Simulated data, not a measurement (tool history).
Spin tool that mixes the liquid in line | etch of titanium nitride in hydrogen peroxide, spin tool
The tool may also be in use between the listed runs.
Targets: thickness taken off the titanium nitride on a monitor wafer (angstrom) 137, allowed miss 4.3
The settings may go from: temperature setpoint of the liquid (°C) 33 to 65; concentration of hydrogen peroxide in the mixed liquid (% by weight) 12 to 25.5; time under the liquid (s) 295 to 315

run,hour,temperature setpoint of the liquid (°C),concentration of hydrogen peroxide in the mixed liquid (% by weight),time under the liquid (s),thickness taken off the titanium nitride on a monitor wafer (angstrom)
1,0,49,17.5,295,94.592
2,6.2,49,17.5,315,100.36
3,6.9,49,20.5,315,103.65
4,13,50,20.5,315,114.22
5,14.6,50,23,315,113.6
6,17.2,50,25.5,315,117.55
7,22.1,50.5,25.5,315,121.29
8,27.6,51,25.5,315,124.75
9,35.8,51.5,25.5,315,130.36

Which of these 4 next moves meets every target?
A,44,52,25.5,315,?
B,44,52,23.5,295,?
C,44,50.5,23.5,315,?
D,44,52,24,295,?

move,thickness taken off the titanium nitride on a monitor wafer (angstrom)
A,135.9
B,125.03
C,119.9
D,125.6
A: meets every target
B: further off than the last run
C: further off than the last run
D: further off than the last run
Answer: A
